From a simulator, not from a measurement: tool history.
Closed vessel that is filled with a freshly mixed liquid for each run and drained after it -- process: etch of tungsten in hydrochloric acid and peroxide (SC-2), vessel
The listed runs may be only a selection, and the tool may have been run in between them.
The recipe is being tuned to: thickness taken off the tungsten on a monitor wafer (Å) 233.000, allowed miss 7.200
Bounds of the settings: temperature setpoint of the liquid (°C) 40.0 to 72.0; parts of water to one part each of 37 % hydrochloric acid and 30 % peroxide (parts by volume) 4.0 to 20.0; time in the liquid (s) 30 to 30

run    day  temperature setpoint of the liquid (°C)  parts of water to one part each of 37 % hydrochloric acid and 30 % peroxide (parts by volume)  time in the liquid (s)  thickness taken off the tungsten on a monitor wafer (Å)
  1  0.000                                     56.0                                                                                           11.0                      30                                                   82.224
  2  0.054                                     56.0                                                                                            9.0                      30                                                   99.365
  3  0.392                                     57.5                                                                                            9.0                      30                                                  108.070
  4  0.683                                     57.5                                                                                           11.0                      30                                                   93.285
  5  0.929                                     51.0                                                                                           11.0                      30                                                   61.050
  6  1.008                                     53.5                                                                                           11.0                      30                                                   71.263
  7  1.042                                     55.5                                                                                           11.0                      30                                                   81.326
  8  1.117                                     57.5                                                                                           11.0                      30                                                   93.593
  9  1.312                                     57.5                                                                                           11.0                      30                                                   93.909
 10  1.529                                     59.0                                                                                           11.0                      30                                                  101.550
 11  1.733                                     60.5                                                                                           11.0                      30                                                  111.460
 12  2.025                                     62.0                                                                                           11.0                      30                                                  121.810
 13  2.054                                     63.0                                                                                           11.0                      30                                                  131.390
 14  2.388                                     64.0                                                                                           11.0                      30                                                  138.940
 15  2.675                                     65.0                                                                                           11.0                      30                                                  147.890
 16  2.846                                     66.0                                                                                           11.0                      30                                                  156.450
 17  3.062                                     66.5                                                                                           11.0                      30                                                  162.760
 18  3.288                                     72.0                                                                                           11.0                      30                                                  225.870

Which one of the following 4 next-run settings gets every result inside its allowed miss? There is exactly one.
  A  3.512                                     71.5                                                                                           11.0                      30                                                        ?
  B  3.512                                     72.0                                                                                           11.5                      30                                                        ?
  C  3.512                                     67.5                                                                                            7.5                      30                                                        ?
  D  3.512                                     71.5                                                                                           11.5                      30                                                        ?

move  thickness taken off the tungsten on a monitor wafer (Å)
   A                                                  217.100
   B                                                  215.270
   C                                                  234.350
   D                                                  209.060
A: its largest miss is bigger than the last run's
B: its largest miss is bigger than the last run's
C: in spec on every target
D: its largest miss is bigger than the last run's
The move that meets every target is C.
